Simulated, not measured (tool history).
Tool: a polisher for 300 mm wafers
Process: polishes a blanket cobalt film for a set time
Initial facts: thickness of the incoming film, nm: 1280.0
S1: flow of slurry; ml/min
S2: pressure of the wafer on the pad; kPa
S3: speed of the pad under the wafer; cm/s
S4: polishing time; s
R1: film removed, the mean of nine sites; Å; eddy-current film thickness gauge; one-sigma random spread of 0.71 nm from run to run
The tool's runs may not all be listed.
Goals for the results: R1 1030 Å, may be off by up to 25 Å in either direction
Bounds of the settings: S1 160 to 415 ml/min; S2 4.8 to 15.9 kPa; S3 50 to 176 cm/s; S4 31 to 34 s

run	day	S1	S2	S3	S4	R1
1	0	265	10.3	112	34	1672.8
2	0.3	265	10.3	112	34	1677
3	0.442	260	9	112	34	1459.4
4	0.75	260	11	112	34	1762.8
5	1.038	260	11	132	34	2081.6
6	1.392	260	9.7	132	34	1856.8
7	1.504	250	8.3	128	34	1552.4
8	1.808	240	7.6	126	34	1412.7
9	2.162	225	6.9	126	34	1280.5
10	2.467	210	6.2	126	34	1154.4
11	2.704	195	6.2	126	34	1124.8

Below are 4 possible settings for the next run. Only one of them brings all results inside the allowed miss of their targets. Which is it?
A	2.942	210	6.2	120	32	?
B	2.942	240	5.5	140	34	?
C	2.942	180	8.3	102	32	?
D	2.942	165	10.3	78	33	?

move	R1
A	1041.8
B	1182.4
C	1120.5
D	1076.4
A: every result within its allowed miss
B: further off than the last run
C: about the same distance from the targets as the last run
D: moves toward the targets from the last run without getting all of them in spec
Move A is the one to make.
